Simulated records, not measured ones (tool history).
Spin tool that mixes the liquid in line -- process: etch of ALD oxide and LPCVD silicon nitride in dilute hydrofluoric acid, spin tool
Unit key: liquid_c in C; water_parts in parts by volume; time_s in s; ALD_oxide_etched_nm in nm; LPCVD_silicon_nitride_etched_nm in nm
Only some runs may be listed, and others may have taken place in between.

run  hour  liquid_c  water_parts  time_s  ALD_oxide_etched_nm  LPCVD_silicon_nitride_etched_nm
  1   0.0      26.0           55      30              17.3400                          0.35875
  2   7.9      26.0           65      30              14.3400                          0.30713
  3  16.5      23.0           65      30              12.7740                          0.25172
  4  22.0      23.0           65      20               8.5011                          0.16160
  5  23.3      23.0           65      30              12.8880                          0.23660
  6  27.4      24.5           55      30              16.3490                          0.33476
  7  34.9      26.0           50      30              19.2350                          0.40126
  8  39.5      27.0           45      30              22.2000                          0.43151

Run 9, settings as shown, results not yet in. Your forecast:
  9  43.4      28.0           40      30                    ?                                ?

{"run 9": {"ALD_oxide_etched_nm": 26.155, "LPCVD_silicon_nitride_etched_nm": 0.50994}}
